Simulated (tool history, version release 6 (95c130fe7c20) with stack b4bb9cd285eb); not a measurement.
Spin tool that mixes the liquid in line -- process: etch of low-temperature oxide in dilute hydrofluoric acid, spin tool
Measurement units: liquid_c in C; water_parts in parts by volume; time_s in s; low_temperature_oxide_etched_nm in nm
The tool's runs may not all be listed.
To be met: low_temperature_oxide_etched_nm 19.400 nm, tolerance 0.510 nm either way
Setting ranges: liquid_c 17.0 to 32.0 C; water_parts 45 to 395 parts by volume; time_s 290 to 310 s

run,hour,liquid_c,water_parts,time_s,low_temperature_oxide_etched_nm
1,0.0,24.0,220,290,10.369
2,4.5,27.0,220,290,11.459
3,12.6,27.0,220,310,12.424
4,21.1,27.0,140,310,21.709
# hour 29.4: hydrofluoric acid flow meter replaced
5,29.4,27.0,140,290,21.947
6,31.8,29.5,140,290,24.460
7,33.0,28.0,140,290,22.910
8,40.7,27.0,140,290,22.391

5 next moves are on the table. One of them brings every result within its allowed miss. Which?
A,48.4,28.5,170,300,?
B,48.4,27.0,170,290,?
C,48.4,23.0,115,305,?
D,48.4,26.0,160,290,?
E,48.4,27.5,135,310,?

move,low_temperature_oxide_etched_nm
A,19.478
B,17.833
C,25.410
D,18.480
E,25.526
A: all results in spec
B: moves the result that the last run missed by most past its target, out the other side
C: lands further from the targets than the last run did
D: moves the result that the last run missed by most past its target, out the other side
E: lands further from the targets than the last run did
The move that meets every target is A.

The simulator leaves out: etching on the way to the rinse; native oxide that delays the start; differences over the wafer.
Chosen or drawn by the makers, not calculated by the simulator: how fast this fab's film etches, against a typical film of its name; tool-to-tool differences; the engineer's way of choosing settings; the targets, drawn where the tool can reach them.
